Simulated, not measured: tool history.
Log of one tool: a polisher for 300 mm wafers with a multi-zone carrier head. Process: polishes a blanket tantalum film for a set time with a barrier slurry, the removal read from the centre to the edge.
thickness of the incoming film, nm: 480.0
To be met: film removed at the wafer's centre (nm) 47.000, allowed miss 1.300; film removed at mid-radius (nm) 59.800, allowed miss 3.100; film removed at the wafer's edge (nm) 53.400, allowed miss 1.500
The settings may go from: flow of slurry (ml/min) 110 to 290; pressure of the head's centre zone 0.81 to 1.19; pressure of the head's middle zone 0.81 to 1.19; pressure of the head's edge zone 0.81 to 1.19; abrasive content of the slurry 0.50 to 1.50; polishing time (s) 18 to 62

| run | day | flow of slurry (ml/min) | pressure of the head's centre zone | pressure of the head's middle zone | pressure of the head's edge zone | abrasive content of the slurry | polishing time (s) | film removed at the wafer's centre (nm) | film removed at mid-radius (nm) | film removed at the wafer's edge (nm) |
|---|---|---|---|---|---|---|---|---|---|---|
| 1 | 0.000 | 185 | 1.00 | 1.00 | 1.00 | 1.00 | 40 | 57.777 | 60.940 | 59.954 |
| 2 | 0.333 | 185 | 1.00 | 1.00 | 1.06 | 1.00 | 40 | 58.238 | 60.363 | 61.055 |
| 3 | 0.421 | 215 | 1.00 | 1.00 | 1.06 | 1.00 | 40 | 59.331 | 63.588 | 64.122 |
| 4 | 0.696 | 215 | 1.00 | 0.92 | 1.06 | 1.00 | 40 | 60.089 | 60.274 | 63.629 |
| 5 | 0.808 | 215 | 0.94 | 0.92 | 1.06 | 1.00 | 40 | 55.985 | 57.374 | 64.157 |
| 6 | 1.067 | 205 | 0.93 | 0.95 | 1.04 | 1.00 | 40 | 54.738 | 59.830 | 62.154 |
| 7 | 1.329 | 195 | 0.92 | 0.96 | 1.03 | 1.00 | 40 | 53.946 | 58.291 | 61.061 |
| 8 | 1.629 | 190 | 0.91 | 0.98 | 1.02 | 1.00 | 40 | 52.534 | 59.224 | 61.169 |
| 9 | 1.754 | 185 | 0.91 | 0.99 | 1.00 | 1.00 | 40 | 52.738 | 60.319 | 60.201 |
| 10 | 2.058 | 185 | 0.91 | 0.99 | 1.00 | 1.00 | 40 | 52.498 | 61.411 | 60.391 |
| 11 | 2.317 | 180 | 0.91 | 0.99 | 0.99 | 1.00 | 40 | 51.865 | 61.327 | 60.485 |
| 12 | 2.446 | 175 | 0.91 | 1.00 | 0.98 | 1.00 | 40 | 52.184 | 61.010 | 59.201 |
| 13 | 2.496 | 170 | 0.90 | 1.00 | 0.97 | 1.00 | 40 | 50.561 | 60.295 | 59.144 |
| 14 | 2.750 | 165 | 0.90 | 1.01 | 0.96 | 1.00 | 40 | 50.417 | 59.742 | 58.365 |
| 15 | 2.783 | 160 | 0.90 | 1.02 | 0.95 | 1.00 | 40 | 50.687 | 61.445 | 58.164 |
|  | 2.954 | slurry nozzle cleaned |
| 16 | 2.954 | 155 | 0.90 | 1.02 | 0.94 | 1.00 | 40 | 52.050 | 64.287 | 59.821 |
| 17 | 3.221 | 155 | 0.90 | 1.02 | 0.94 | 0.95 | 40 | 52.323 | 63.769 | 58.740 |
| 18 | 3.442 | 155 | 0.90 | 1.02 | 0.94 | 0.95 | 40 | 51.276 | 64.067 | 58.596 |

4 next moves are on the table. One of them brings every result within its allowed miss. Which?
| A | 3.662 | 175 | 0.85 | 1.02 | 0.99 | 0.80 | 44 | ? | ? | ? |
| B | 3.662 | 165 | 1.08 | 0.94 | 0.89 | 0.85 | 40 | ? | ? | ? |
| C | 3.662 | 160 | 0.82 | 1.07 | 0.96 | 0.75 | 49 | ? | ? | ? |
| D | 3.662 | 165 | 0.87 | 1.05 | 0.91 | 0.70 | 41 | ? | ? | ? |

| move | film removed at the wafer's centre (nm) | film removed at mid-radius (nm) | film removed at the wafer's edge (nm) |
|---|---|---|---|
| A | 51.937 | 67.588 | 63.149 |
| B | 60.596 | 57.873 | 55.368 |
| C | 53.639 | 75.521 | 66.979 |
| D | 46.762 | 60.987 | 53.554 |
A: further off than the last run
B: further off than the last run
C: further off than the last run
D: meets every target
Answer: D
